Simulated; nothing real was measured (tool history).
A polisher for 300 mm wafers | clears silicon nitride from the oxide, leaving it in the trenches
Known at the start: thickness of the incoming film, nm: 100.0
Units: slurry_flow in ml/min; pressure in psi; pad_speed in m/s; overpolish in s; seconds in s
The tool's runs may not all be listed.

run 1 hour=0.0 | slurry_flow=220 pressure=3.3 pad_speed=0.96 overpolish=11 | seconds=109.950
run 2 hour=4.6 | slurry_flow=255 pressure=3.3 pad_speed=0.96 overpolish=11 | seconds=112.610
run 3 hour=13.1 | slurry_flow=255 pressure=3.3 pad_speed=0.82 overpolish=11 | seconds=127.630
run 4 hour=16.4 | slurry_flow=255 pressure=3.5 pad_speed=0.82 overpolish=11 | seconds=119.390
run 5 hour=23.7 | slurry_flow=255 pressure=3.7 pad_speed=0.82 overpolish=11 | seconds=117.470
run 6 hour=25.0 | slurry_flow=255 pressure=3.9 pad_speed=0.84 overpolish=11 | seconds=107.630
run 7 hour=28.8 | slurry_flow=255 pressure=4.0 pad_speed=0.84 overpolish=11 | seconds=108.330
run 8 hour=30.6 | slurry_flow=255 pressure=4.2 pad_speed=0.86 overpolish=11 | seconds=98.021
run 9 hour=32.0 | slurry_flow=255 pressure=4.3 pad_speed=0.86 overpolish=11 | seconds=95.688
run 10 hour=33.0 | slurry_flow=255 pressure=4.3 pad_speed=0.86 overpolish=11 | seconds=96.075

Run 11 comes next. What will it give?
run 11 hour=37.8 | slurry_flow=255 pressure=4.4 pad_speed=0.86 overpolish=11 | seconds=?

Run 11 gave seconds 91.963 s.
